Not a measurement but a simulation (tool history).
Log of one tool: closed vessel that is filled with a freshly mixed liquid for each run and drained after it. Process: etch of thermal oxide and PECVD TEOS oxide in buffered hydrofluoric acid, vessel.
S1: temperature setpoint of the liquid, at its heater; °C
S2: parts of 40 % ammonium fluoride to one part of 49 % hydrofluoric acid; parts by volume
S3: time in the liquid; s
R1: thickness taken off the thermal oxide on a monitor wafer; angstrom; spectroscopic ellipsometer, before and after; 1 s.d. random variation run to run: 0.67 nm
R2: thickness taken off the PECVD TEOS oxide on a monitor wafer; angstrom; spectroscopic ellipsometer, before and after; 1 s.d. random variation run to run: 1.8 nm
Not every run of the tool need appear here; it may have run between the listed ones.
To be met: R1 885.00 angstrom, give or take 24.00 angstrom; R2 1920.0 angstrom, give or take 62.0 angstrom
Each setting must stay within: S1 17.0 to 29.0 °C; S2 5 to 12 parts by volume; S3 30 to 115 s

run	day	S1	S2	S3	R1	R2
1	0.000	21.0	7	60	771.31	1642.5
2	0.362	21.5	7	60	781.81	1684.8
3	0.688	21.5	7	75	992.30	2117.4
4	0.988	23.5	7	75	1081.30	2327.9
5	1.296	22.5	7	75	1043.60	2219.7
6	1.583	25.0	7	75	1187.70	2606.3
7	1.621	24.0	7	75	1129.60	2458.7
8	1.779	23.0	7	75	1064.30	2301.6
9	2.017	23.0	7	75	1070.30	2290.6
10	2.183	22.5	7	75	1037.90	2247.2

4 candidate next runs follow, results not yet known. Just one meets every target within its allowed miss. Identify it.
A	2.350	17.5	5	85	?	?
B	2.350	17.0	5	60	?	?
C	2.350	23.5	8	70	?	?
D	2.350	17.0	5	70	?	?

move	R1	R2
A	1184.10	2539.0
B	812.42	1742.0
C	883.92	1895.3
D	947.82	2032.3
A: further off than the last run
B: moves the result that the last run missed by most past its target, out the other side
C: meets every target
D: better than the last run, though not everything is in spec
C is the move that brings every result within its allowed miss.
